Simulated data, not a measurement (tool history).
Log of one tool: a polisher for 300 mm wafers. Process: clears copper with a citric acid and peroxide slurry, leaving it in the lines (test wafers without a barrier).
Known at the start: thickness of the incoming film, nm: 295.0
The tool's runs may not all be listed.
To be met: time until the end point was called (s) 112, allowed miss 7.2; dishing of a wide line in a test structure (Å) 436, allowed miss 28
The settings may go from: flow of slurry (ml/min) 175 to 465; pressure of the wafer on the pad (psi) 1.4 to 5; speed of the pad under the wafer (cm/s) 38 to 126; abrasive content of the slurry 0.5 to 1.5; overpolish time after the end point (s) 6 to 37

| run | hour | flow of slurry (ml/min) | pressure of the wafer on the pad (psi) | speed of the pad under the wafer (cm/s) | abrasive content of the slurry | overpolish time after the end point (s) | time until the end point was called (s) | dishing of a wide line in a test structure (Å) |
|---|---|---|---|---|---|---|---|---|
| 1 | 0 | 295 | 3.2 | 82 | 1 | 19 | 125.99 | 278.02 |
| 2 | 1.9 | 295 | 3.3 | 82 | 1 | 22 | 123.17 | 320.87 |
| 3 | 2.7 | 295 | 3.4 | 82 | 1 | 24 | 122.88 | 371.86 |
| 4 | 8.7 | 295 | 3.4 | 64 | 1 | 24 | 148.42 | 293.7 |
| 5 | 11.3 | 370 | 3.4 | 64 | 1 | 24 | 154.8 | 304.45 |
| 6 | 17.6 | 320 | 3.4 | 64 | 1 | 24 | 149.63 | 301.25 |
| 7 | 20.4 | 320 | 3.7 | 64 | 1 | 25 | 137.5 | 328.3 |
| 8 | 24.2 | 320 | 3.7 | 64 | 1 | 25 | 141.04 | 330.79 |
| 9 | 26.5 | 320 | 4 | 66 | 1 | 25 | 121.64 | 348.28 |
| 10 | 29.8 | 320 | 4 | 68 | 1 | 26 | 125.3 | 379.21 |

4 next moves are on the table. One of them brings every result within its allowed miss. Which?
| A | 33.1 | 340 | 3.7 | 68 | 1.05 | 35 | ? | ? |
| B | 33.1 | 340 | 3.7 | 68 | 0.9 | 26 | ? | ? |
| C | 33.1 | 310 | 4.2 | 74 | 0.85 | 28 | ? | ? |
| D | 33.1 | 330 | 4 | 56 | 1 | 22 | ? | ? |

| move | time until the end point was called (s) | dishing of a wide line in a test structure (Å) |
|---|---|---|
| A | 129.63 | 459.02 |
| B | 134.51 | 352.5 |
| C | 112.72 | 432.28 |
| D | 147.77 | 283.68 |
A: brings the result that was furthest off to its target, and leaves another outside
B: further off than the last run
C: meets every target
D: further off than the last run
The right move is C.
